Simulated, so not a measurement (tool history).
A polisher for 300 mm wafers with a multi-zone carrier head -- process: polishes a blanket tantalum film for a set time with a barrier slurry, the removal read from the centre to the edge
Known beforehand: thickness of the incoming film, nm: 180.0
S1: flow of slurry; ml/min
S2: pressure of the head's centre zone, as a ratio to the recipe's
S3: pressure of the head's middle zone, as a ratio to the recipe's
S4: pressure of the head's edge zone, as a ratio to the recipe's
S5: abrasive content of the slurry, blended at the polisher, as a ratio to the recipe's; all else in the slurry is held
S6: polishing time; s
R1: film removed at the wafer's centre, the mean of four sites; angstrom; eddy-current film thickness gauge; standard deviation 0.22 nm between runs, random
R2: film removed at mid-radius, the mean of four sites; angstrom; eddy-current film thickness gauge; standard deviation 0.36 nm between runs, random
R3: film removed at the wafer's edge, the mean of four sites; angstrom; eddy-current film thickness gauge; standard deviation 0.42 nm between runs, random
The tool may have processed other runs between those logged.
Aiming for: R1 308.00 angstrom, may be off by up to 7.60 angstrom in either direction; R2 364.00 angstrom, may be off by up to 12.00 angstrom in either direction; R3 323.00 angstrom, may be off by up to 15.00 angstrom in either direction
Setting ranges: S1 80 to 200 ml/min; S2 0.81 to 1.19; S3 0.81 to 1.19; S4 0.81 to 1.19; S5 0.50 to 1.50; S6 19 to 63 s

run 1 hour=0.0 | S1=130 S2=1.00 S3=1.00 S4=1.00 S5=1.00 S6=41 | R1=550.58 R2=542.17 R3=546.39
run 2 hour=5.6 | S1=125 S2=0.97 S3=1.01 S4=0.96 S5=0.90 S6=38 | R1=476.16 R2=481.88 R3=497.58
run 3 hour=11.5 | S1=125 S2=0.97 S3=1.01 S4=0.96 S5=1.05 S6=38 | R1=497.04 R2=509.15 R3=507.46
run 4 hour=15.6 | S1=125 S2=0.97 S3=1.01 S4=0.96 S5=1.05 S6=44 | R1=579.60 R2=593.36 R3=597.06
run 5 hour=20.0 | S1=150 S2=0.97 S3=1.01 S4=0.96 S5=1.05 S6=44 | R1=590.35 R2=613.05 R3=615.66
run 6 hour=26.4 | S1=150 S2=0.97 S3=1.01 S4=0.96 S5=1.05 S6=51 | R1=697.33 R2=718.66 R3=702.88
run 7 hour=32.0 | S1=140 S2=0.97 S3=1.05 S4=0.92 S5=0.90 S6=45 | R1=579.11 R2=594.91 R3=586.52
run 8 hour=37.1 | S1=135 S2=0.95 S3=1.08 S4=0.89 S5=0.85 S6=40 | R1=488.62 R2=541.29 R3=488.39
run 9 hour=39.2 | S1=100 S2=0.85 S3=0.98 S4=0.81 S5=0.60 S6=30 | R1=263.35 R2=305.07 R3=286.53
run 10 hour=45.1 | S1=135 S2=0.85 S3=1.04 S4=0.83 S5=0.60 S6=30 | R1=279.12 R2=343.09 R3=307.36
run 11 hour=52.6 | S1=145 S2=0.86 S3=1.04 S4=0.83 S5=0.60 S6=30 | R1=288.85 R2=339.57 R3=322.61
run 12 hour=59.5 | S1=145 S2=0.87 S3=1.06 S4=0.83 S5=0.60 S6=30 | R1=294.43 R2=347.45 R3=310.40
run 13 hour=68.1 | S1=150 S2=0.87 S3=1.07 S4=0.83 S5=0.60 S6=30 | R1=296.19 R2=356.12 R3=310.04
run 14 hour=69.9 | S1=155 S2=0.87 S3=1.07 S4=0.83 S5=0.60 S6=30 | R1=298.73 R2=350.59 R3=317.73

Of the 5 settings listed for the next run, only one would bring every result within its allowed miss of target. Which one?
run A hour=71.7 | S1=120 S2=0.90 S3=0.99 S4=0.92 S5=0.80 S6=28 | R1=? R2=? R3=?
run B hour=71.7 | S1=150 S2=0.88 S3=1.07 S4=0.84 S5=0.65 S6=30 | R1=? R2=? R3=?
run C hour=71.7 | S1=195 S2=0.88 S3=0.93 S4=0.85 S5=0.90 S6=25 | R1=? R2=? R3=?
run D hour=71.7 | S1=135 S2=0.85 S3=1.14 S4=0.89 S5=0.70 S6=28 | R1=? R2=? R3=?
run E hour=71.7 | S1=125 S2=0.90 S3=1.10 S4=0.81 S5=0.55 S6=31 | R1=? R2=? R3=?

move=A R1=306.36 R2=333.05 R3=344.65
move=B R1=309.19 R2=361.29 R3=334.93
move=C R1=306.08 R2=322.62 R3=328.72
move=D R1=281.76 R2=357.78 R3=326.62
move=E R1=290.51 R2=339.97 R3=306.95
A: corrects the largest miss of the last run, while another result sits out of spec
B: in spec on every target
C: corrects the largest miss of the last run, while another result sits out of spec
D: moves away from the targets compared with the last run
E: moves away from the targets compared with the last run
Correct choice: B, which meets every target
